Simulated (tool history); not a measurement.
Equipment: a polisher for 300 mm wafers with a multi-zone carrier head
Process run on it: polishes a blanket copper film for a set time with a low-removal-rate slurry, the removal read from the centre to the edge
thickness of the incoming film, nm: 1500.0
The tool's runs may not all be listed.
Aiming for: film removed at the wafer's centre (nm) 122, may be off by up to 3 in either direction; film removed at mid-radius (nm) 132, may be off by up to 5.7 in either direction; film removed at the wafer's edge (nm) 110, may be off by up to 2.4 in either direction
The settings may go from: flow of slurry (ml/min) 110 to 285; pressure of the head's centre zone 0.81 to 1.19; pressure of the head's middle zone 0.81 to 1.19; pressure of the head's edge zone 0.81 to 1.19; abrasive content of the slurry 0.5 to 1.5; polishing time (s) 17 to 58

run  hour  flow of slurry (ml/min)  pressure of the head's centre zone  pressure of the head's middle zone  pressure of the head's edge zone  abrasive content of the slurry  polishing time (s)  film removed at the wafer's centre (nm)  film removed at mid-radius (nm)  film removed at the wafer's edge (nm)
  1     0                      180                                   1                                   1                                 1                               1                  37                                   91.716                           91.075                                   90.2
  2   6.8                      180                                0.97                                   1                                 1                               1                  37                                   89.965                           92.585                                 89.532
  3  12.2                      180                                0.97                                   1                                 1                               1                  44                                   104.96                           106.49                                 106.15
  4  14.2                      180                                0.97                                   1                              1.07                               1                  44                                   106.02                           107.91                                 109.43
  5  19.4                      140                                0.97                                   1                              1.07                               1                  44                                   99.365                              104                                 105.23
  6  24.8                      140                                0.97                                   1                              1.13                               1                  44                                   99.463                           103.42                                 106.28
     26.4  -- worn pad replaced by a new one
  7  26.4                      150                                0.98                                1.02                              1.12                               1                  44                                   110.77                           117.53                                 117.72
  8  32.2                      165                                1.03                                1.05                              1.02                            0.75                  41                                   105.81                            108.5                                 101.38
  9  36.2                      215                                1.07                                1.15                              1.04                             0.8                  41                                   117.16                           118.24                                 105.21
 10  41.7                      210                                1.07                                1.15                              1.03                             0.8                  41                                   116.99                           122.84                                 106.79

Next run, 5 choices. One meets every target within its allowed miss, the rest don't. Which?
  A  47.2                      205                                0.96                                1.19                              1.08                            0.75                  44                                        ?                                ?                                      ?
  B  47.2                      170                                1.08                                1.19                              0.99                            0.95                  43                                        ?                                ?                                      ?
  C  47.2                      215                                   1                                1.17                              1.06                             0.6                  46                                        ?                                ?                                      ?
  D  47.2                      180                                1.09                                1.11                              0.94                             1.2                  39                                        ?                                ?                                      ?
  E  47.2                      195                                1.07                                1.12                              1.08                             0.6                  41                                        ?                                ?                                      ?

move  film removed at the wafer's centre (nm)  film removed at mid-radius (nm)  film removed at the wafer's edge (nm)
   A                                   110.07                           132.28                                 114.09
   B                                   122.06                           130.69                                 109.99
   C                                   116.28                           132.13                                 114.57
   D                                   118.19                           118.32                                 103.27
   E                                   109.09                            111.9                                  101.8
A: lands further from the targets than the last run did
B: every result lands within tolerance
C: lands further from the targets than the last run did
D: lands further from the targets than the last run did
E: lands further from the targets than the last run did
Correct choice: B, which meets every target
